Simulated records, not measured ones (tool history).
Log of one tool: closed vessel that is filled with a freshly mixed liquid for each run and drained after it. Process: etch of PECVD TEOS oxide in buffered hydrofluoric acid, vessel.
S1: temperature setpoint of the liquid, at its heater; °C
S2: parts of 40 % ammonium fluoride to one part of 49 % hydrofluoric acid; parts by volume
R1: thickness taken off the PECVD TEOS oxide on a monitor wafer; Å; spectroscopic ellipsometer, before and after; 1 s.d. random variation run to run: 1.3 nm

run 1 hour=0 | S1=21 S2=9.5 time_in_the_liquid_(s)=95 | R1=896.74
run 2 hour=6 | S1=24.5 S2=9.5 time_in_the_liquid_(s)=95 | R1=1090.5
run 3 hour=8.9 | S1=24.5 S2=12 time_in_the_liquid_(s)=95 | R1=875.22
run 4 hour=12.6 | S1=24.5 S2=12 time_in_the_liquid_(s)=95 | R1=889.62
run 5 hour=13.4 | S1=27.5 S2=12 time_in_the_liquid_(s)=95 | R1=1056
run 6 hour=22.2 | S1=27.5 S2=13.5 time_in_the_liquid_(s)=95 | R1=932.14

The next listed run, before its measurement:
run 7 hour=29.7 | S1=28 S2=12 time_in_the_liquid_(s)=95 | R1=?

Run 7 came out at R1 1075.7 Å.

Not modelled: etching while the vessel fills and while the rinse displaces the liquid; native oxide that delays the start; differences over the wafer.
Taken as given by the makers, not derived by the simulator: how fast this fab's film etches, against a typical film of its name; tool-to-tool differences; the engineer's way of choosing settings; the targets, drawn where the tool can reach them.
